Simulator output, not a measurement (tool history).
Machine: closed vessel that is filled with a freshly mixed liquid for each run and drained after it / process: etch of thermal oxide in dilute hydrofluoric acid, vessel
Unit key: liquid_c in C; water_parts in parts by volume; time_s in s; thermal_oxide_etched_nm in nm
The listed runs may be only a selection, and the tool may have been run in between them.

run,day,liquid_c,water_parts,time_s,thermal_oxide_etched_nm
1,0,21,295,720,8.196
2,0.354,21,295,720,8.2497
3,0.721,21,405,720,5.4405
4,1.029,19,405,720,5.1261
5,1.333,22,405,720,5.6309
6,1.538,22,470,720,4.6048
7,1.95,23,445,720,5.1328
8,2.042,23.5,420,720,5.7231

Predict the results of run 9:
9,2.396,24,400,720,?

thermal_oxide_etched_nm: 6.1834 nm
